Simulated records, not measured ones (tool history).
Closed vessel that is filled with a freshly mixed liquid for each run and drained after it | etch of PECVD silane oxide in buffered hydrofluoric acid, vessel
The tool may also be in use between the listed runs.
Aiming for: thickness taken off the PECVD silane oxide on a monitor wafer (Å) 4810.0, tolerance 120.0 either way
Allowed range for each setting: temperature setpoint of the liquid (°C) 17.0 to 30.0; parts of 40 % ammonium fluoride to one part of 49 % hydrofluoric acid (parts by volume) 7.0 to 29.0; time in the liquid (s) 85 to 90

run	hour	temperature setpoint of the liquid (°C)	parts of 40 % ammonium fluoride to one part of 49 % hydrofluoric acid (parts by volume)	time in the liquid (s)	thickness taken off the PECVD silane oxide on a monitor wafer (Å)
1	0.0	22.0	18.0	85	2036.5
2	2.4	22.0	15.0	85	2406.9
3	11.2	22.0	15.0	90	2585.1
4	17.4	22.0	15.0	85	2422.3
5	21.4	22.0	15.0	90	2553.5
6	26.0	24.5	13.5	90	3302.5
7	32.6	26.5	13.5	90	3674.8
# hour 40.6: thermometer replaced
8	40.6	27.5	13.0	90	4525.9

Pick the move, out of 4, that brings all results within their allowed miss; only one does.
A	48.6	26.0	12.0	85	?
B	48.6	26.0	10.5	85	?
C	48.6	28.0	13.5	85	?
D	48.6	27.0	13.0	90	?

move	thickness taken off the PECVD silane oxide on a monitor wafer (Å)
A	4241.4
B	4831.1
C	4207.0
D	4381.9
A: lands further from the targets than the last run did
B: each result inside its tolerance
C: lands further from the targets than the last run did
D: lands further from the targets than the last run did
B meets every target.
